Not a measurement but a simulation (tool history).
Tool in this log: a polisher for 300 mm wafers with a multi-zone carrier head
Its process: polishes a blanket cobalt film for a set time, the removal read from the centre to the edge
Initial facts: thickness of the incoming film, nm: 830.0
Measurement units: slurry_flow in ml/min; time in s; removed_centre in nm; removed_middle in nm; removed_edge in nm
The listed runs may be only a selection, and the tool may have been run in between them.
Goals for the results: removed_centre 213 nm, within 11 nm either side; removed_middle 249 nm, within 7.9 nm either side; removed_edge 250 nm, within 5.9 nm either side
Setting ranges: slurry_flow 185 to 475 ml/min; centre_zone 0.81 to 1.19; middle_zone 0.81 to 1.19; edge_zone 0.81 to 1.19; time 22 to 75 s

run	hour	slurry_flow	centre_zone	middle_zone	edge_zone	time	removed_centre	removed_middle	removed_edge
1	0	305	1	1	1	48	305.43	308.81	303.89
2	4.9	295	0.96	0.99	0.98	47	283.7	303.59	290.88
3	9	295	0.96	0.99	1.06	47	277.74	299.87	307.14
4	14.8	290	0.93	0.97	1.03	46	263.5	291.6	291.9
5	22	290	0.93	0.97	1.07	46	270.13	290.14	300.08
6	29.5	280	0.91	0.95	1.05	45	255.06	277.04	290.75
7	30.4	275	0.89	0.94	1.03	44	246.44	269.14	280.17
8	36.7	270	0.87	0.94	1.02	43	230.85	264.97	269.84
9	42.1	265	0.86	0.93	1.01	43	236.44	262.97	269.7
10	45.1	265	0.85	0.93	1.01	42	217.17	253.1	266.22

Exactly one of the 5 candidate moves below puts every result within its allowed miss. Which one?
A	48.1	260	0.87	0.95	0.99	40	?	?	?
B	48.1	275	0.87	1.04	0.94	41	?	?	?
C	48.1	290	0.82	0.91	1.06	41	?	?	?
D	48.1	240	0.87	0.99	0.92	40	?	?	?
E	48.1	235	0.81	0.88	0.99	43	?	?	?

move	removed_centre	removed_middle	removed_edge
A	207.35	245.53	249.89
B	213.8	270.55	250.68
C	202.24	246.21	266.69
D	205.73	251.33	240.11
E	205.19	247.42	267
A: each result inside its tolerance
B: brings the last run's worst result on target, with another outside its allowed miss
C: as far off as the last run
D: takes the result that was furthest off past its target
E: as far off as the last run
A is the move that brings every result within its allowed miss.
